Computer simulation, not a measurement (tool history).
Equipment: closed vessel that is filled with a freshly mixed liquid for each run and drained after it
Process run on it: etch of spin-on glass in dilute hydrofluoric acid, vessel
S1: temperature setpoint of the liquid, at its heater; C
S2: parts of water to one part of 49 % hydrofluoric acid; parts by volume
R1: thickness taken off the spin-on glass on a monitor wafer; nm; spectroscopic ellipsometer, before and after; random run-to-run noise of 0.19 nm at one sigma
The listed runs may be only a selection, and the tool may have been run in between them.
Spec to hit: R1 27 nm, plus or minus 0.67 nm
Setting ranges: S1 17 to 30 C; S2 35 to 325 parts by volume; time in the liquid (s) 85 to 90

{"run": 1, "hour": 0.0, "S1": 22, "S2": 180, "time in the liquid (s)": 85, "R1": 16.788}
{"run": 2, "hour": 8.3, "S1": 23.5, "S2": 175, "time in the liquid (s)": 85, "R1": 18.547}
{"run": 3, "hour": 9.7, "S1": 23.5, "S2": 150, "time in the liquid (s)": 85, "R1": 22.295}
{"run": 4, "hour": 12.8, "S1": 24.5, "S2": 150, "time in the liquid (s)": 85, "R1": 23.031}
{"run": 5, "hour": 21.5, "S1": 25.5, "S2": 150, "time in the liquid (s)": 85, "R1": 23.958}
{"run": 6, "hour": 26.8, "S1": 26, "S2": 150, "time in the liquid (s)": 85, "R1": 24.064}
{"run": 7, "hour": 31.3, "S1": 26.5, "S2": 150, "time in the liquid (s)": 85, "R1": 24.738}
{"run": 8, "hour": 35.7, "S1": 27, "S2": 150, "time in the liquid (s)": 85, "R1": 25.238}
{"run": 9, "hour": 41.9, "S1": 27.5, "S2": 150, "time in the liquid (s)": 85, "R1": 25.726}
{"run": 10, "hour": 44.7, "S1": 28, "S2": 150, "time in the liquid (s)": 85, "R1": 26.123}

Pick the move, out of 5, that brings all results within their allowed miss; only one does.
{"run": "A", "hour": 47.5, "S1": 28.5, "S2": 155, "time in the liquid (s)": 85, "R1": "?"}
{"run": "B", "hour": 47.5, "S1": 26.5, "S2": 145, "time in the liquid (s)": 85, "R1": "?"}
{"run": "C", "hour": 47.5, "S1": 29, "S2": 150, "time in the liquid (s)": 85, "R1": "?"}
{"run": "D", "hour": 47.5, "S1": 29.5, "S2": 155, "time in the liquid (s)": 90, "R1": "?"}
{"run": "E", "hour": 47.5, "S1": 26, "S2": 130, "time in the liquid (s)": 85, "R1": "?"}

move=A R1=25.427
move=B R1=25.562
move=C R1=26.926
move=D R1=27.914
move=E R1=28.497
A: misses by more than the last run did
B: misses by more than the last run did
C: all results land within tolerance of their targets
D: moves the result that the last run missed by most past its target, out the other side
E: moves the result that the last run missed by most past its target, out the other side
Correct choice: C, which meets every target
